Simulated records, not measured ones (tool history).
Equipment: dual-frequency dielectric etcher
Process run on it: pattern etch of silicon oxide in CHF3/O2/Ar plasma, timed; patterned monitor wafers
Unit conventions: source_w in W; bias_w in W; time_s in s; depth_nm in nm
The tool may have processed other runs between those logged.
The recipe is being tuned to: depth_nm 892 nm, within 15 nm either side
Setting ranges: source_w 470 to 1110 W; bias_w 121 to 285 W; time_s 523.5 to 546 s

run 1 hour=0 | source_w=790 bias_w=203 time_s=523.5 | depth_nm=1146.4
run 2 hour=8.3 | source_w=700 bias_w=187 time_s=523.5 | depth_nm=1046.6
run 3 hour=16 | source_w=770 bias_w=187 time_s=523.5 | depth_nm=1081.4
run 4 hour=20.7 | source_w=700 bias_w=181 time_s=523.5 | depth_nm=1021.1
run 5 hour=29.2 | source_w=580 bias_w=181 time_s=523.5 | depth_nm=952.26
run 6 hour=34.1 | source_w=550 bias_w=180 time_s=523.5 | depth_nm=925.64
run 7 hour=37.1 | source_w=540 bias_w=180 time_s=523.5 | depth_nm=922.36
run 8 hour=37.9 | source_w=530 bias_w=180 time_s=523.5 | depth_nm=917.07
run 9 hour=45 | source_w=520 bias_w=180 time_s=523.5 | depth_nm=908.54

4 next moves are on the table. One of them brings every result within its allowed miss. Which?
run A hour=52.1 | source_w=500 bias_w=192 time_s=523.5 | depth_nm=?
run B hour=52.1 | source_w=470 bias_w=189 time_s=544 | depth_nm=?
run C hour=52.1 | source_w=470 bias_w=165 time_s=546 | depth_nm=?
run D hour=52.1 | source_w=530 bias_w=171 time_s=528 | depth_nm=?

move=A depth_nm=926.87
move=B depth_nm=931.77
move=C depth_nm=863.38
move=D depth_nm=894.47
A: moves away from the targets compared with the last run
B: moves away from the targets compared with the last run
C: takes the biggest miss from the last run beyond its target
D: every result within its allowed miss
D is the move that brings every result within its allowed miss.

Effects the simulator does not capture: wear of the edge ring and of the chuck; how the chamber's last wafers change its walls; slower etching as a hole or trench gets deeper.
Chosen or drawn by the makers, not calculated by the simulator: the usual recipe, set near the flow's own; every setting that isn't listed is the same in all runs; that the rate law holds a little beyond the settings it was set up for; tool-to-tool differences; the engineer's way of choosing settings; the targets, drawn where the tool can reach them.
